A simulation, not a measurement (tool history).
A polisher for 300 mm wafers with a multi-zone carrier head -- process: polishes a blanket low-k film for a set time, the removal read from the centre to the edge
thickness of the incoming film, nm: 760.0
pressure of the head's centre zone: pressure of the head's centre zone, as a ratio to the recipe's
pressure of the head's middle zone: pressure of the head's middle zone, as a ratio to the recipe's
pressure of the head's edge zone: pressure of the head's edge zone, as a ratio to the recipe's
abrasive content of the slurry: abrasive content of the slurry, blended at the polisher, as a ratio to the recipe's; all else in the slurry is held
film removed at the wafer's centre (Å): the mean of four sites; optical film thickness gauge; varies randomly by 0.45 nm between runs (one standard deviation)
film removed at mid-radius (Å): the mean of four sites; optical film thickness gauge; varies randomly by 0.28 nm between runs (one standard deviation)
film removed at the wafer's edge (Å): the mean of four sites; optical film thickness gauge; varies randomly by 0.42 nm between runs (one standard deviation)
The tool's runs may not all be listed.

| run | hour | flow of slurry (ml/min) | pressure of the head's centre zone | pressure of the head's middle zone | pressure of the head's edge zone | abrasive content of the slurry | polishing time (s) | film removed at the wafer's centre (Å) | film removed at mid-radius (Å) | film removed at the wafer's edge (Å) |
|---|---|---|---|---|---|---|---|---|---|---|
| 1 | 0.0 | 275 | 1.00 | 1.00 | 1.00 | 1.00 | 69 | 290.53 | 287.19 | 285.04 |
| 2 | 8.5 | 275 | 1.00 | 1.00 | 1.08 | 1.00 | 69 | 289.10 | 283.86 | 295.97 |
| 3 | 11.1 | 275 | 1.00 | 1.00 | 1.16 | 1.00 | 69 | 291.03 | 284.98 | 296.03 |
| 4 | 17.2 | 275 | 1.00 | 1.01 | 1.16 | 1.10 | 69 | 310.33 | 301.30 | 326.87 |
| 5 | 20.5 | 285 | 1.02 | 1.05 | 1.16 | 1.15 | 69 | 316.93 | 322.02 | 331.68 |
| 6 | 22.3 | 285 | 1.02 | 1.05 | 1.19 | 1.15 | 69 | 320.18 | 319.02 | 338.04 |

Run 7, settings as shown, results not yet in. Your forecast:
| 7 | 27.4 | 290 | 1.04 | 1.07 | 1.19 | 1.20 | 69 | ? | ? | ? |

Run 7 came out at film removed at the wafer's centre (Å) 330.90, film removed at mid-radius (Å) 330.64, film removed at the wafer's edge (Å) 341.80.
